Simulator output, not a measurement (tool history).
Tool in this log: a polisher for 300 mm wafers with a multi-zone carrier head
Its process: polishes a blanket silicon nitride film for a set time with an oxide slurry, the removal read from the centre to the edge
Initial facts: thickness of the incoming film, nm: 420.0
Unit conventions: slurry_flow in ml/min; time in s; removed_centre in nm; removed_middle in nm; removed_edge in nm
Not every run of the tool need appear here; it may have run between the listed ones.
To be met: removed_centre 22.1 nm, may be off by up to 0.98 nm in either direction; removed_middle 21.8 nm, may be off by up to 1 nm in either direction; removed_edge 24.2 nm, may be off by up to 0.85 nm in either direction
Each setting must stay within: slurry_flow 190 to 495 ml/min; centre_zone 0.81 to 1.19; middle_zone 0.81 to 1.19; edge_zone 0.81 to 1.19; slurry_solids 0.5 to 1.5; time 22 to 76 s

Run 1, hour 0: slurry_flow 320 ml/min, centre_zone 1, middle_zone 1, edge_zone 1, slurry_solids 1, time 49 s. Result: removed_centre 39.621 nm, removed_middle 39.32 nm, removed_edge 39.707 nm.
Run 2, hour 6.1: slurry_flow 315 ml/min, centre_zone 0.97, middle_zone 0.96, edge_zone 0.98, slurry_solids 0.85, time 45 s. Result: removed_centre 32.544 nm, removed_middle 32.252 nm, removed_edge 34.443 nm.
Run 3, hour 13.1: slurry_flow 315 ml/min, centre_zone 0.96, middle_zone 0.95, edge_zone 0.96, slurry_solids 0.75, time 42 s. Result: removed_centre 27.912 nm, removed_middle 28.705 nm, removed_edge 29.426 nm.
Run 4, hour 14: slurry_flow 355 ml/min, centre_zone 0.96, middle_zone 0.95, edge_zone 0.96, slurry_solids 0.75, time 42 s. Result: removed_centre 29.323 nm, removed_middle 28.711 nm, removed_edge 30.39 nm.
Run 5, hour 21.8: slurry_flow 355 ml/min, centre_zone 0.96, middle_zone 1.03, edge_zone 0.96, slurry_solids 0.75, time 42 s. Result: removed_centre 28.929 nm, removed_middle 30.722 nm, removed_edge 30.287 nm.
Run 6, hour 29.8: slurry_flow 360 ml/min, centre_zone 0.94, middle_zone 0.98, edge_zone 0.94, slurry_solids 0.65, time 41 s. Result: removed_centre 26.187 nm, removed_middle 26.981 nm, removed_edge 27.323 nm.
Run 7, hour 35: slurry_flow 360 ml/min, centre_zone 0.91, middle_zone 0.94, edge_zone 0.92, slurry_solids 0.6, time 41 s. Result: removed_centre 24.975 nm, removed_middle 25.632 nm, removed_edge 26.312 nm.
Run 8, hour 44: slurry_flow 355 ml/min, centre_zone 0.89, middle_zone 0.9, edge_zone 0.92, slurry_solids 0.55, time 41 s. Result: removed_centre 23.155 nm, removed_middle 23.798 nm, removed_edge 25.568 nm.
Run 9, hour 51.9: slurry_flow 350 ml/min, centre_zone 0.89, middle_zone 0.88, edge_zone 0.91, slurry_solids 0.55, time 41 s. Result: removed_centre 23.303 nm, removed_middle 22.66 nm, removed_edge 24.916 nm.

4 candidate next runs follow, results not yet known. Just one meets every target within its allowed miss. Identify it.
Run A, hour 59.8: slurry_flow 375 ml/min, centre_zone 0.84, middle_zone 1.07, edge_zone 0.88, slurry_solids 0.7, time 32 s. Result: removed_centre ?, removed_middle ?, removed_edge ?.
Run B, hour 59.8: slurry_flow 365 ml/min, centre_zone 0.87, middle_zone 0.85, edge_zone 0.85, slurry_solids 0.65, time 34 s. Result: removed_centre ?, removed_middle ?, removed_edge ?.
Run C, hour 59.8: slurry_flow 440 ml/min, centre_zone 0.9, middle_zone 0.87, edge_zone 0.94, slurry_solids 0.8, time 33 s. Result: removed_centre ?, removed_middle ?, removed_edge ?.
Run D, hour 59.8: slurry_flow 345 ml/min, centre_zone 0.87, middle_zone 1.05, edge_zone 0.9, slurry_solids 0.6, time 35 s. Result: removed_centre ?, removed_middle ?, removed_edge ?.

move  removed_centre  removed_middle  removed_edge
   A          19.131          23.445        21.575
   B          20.264          19.874        21.911
   C          22.431          21.708        24.507
   D          20.094          23.494        22.242
A: carries the result that was furthest off beyond its target, to the other side
B: carries the result that was furthest off beyond its target, to the other side
C: each result inside its tolerance
D: carries the result that was furthest off beyond its target, to the other side
Move C is the one to make.
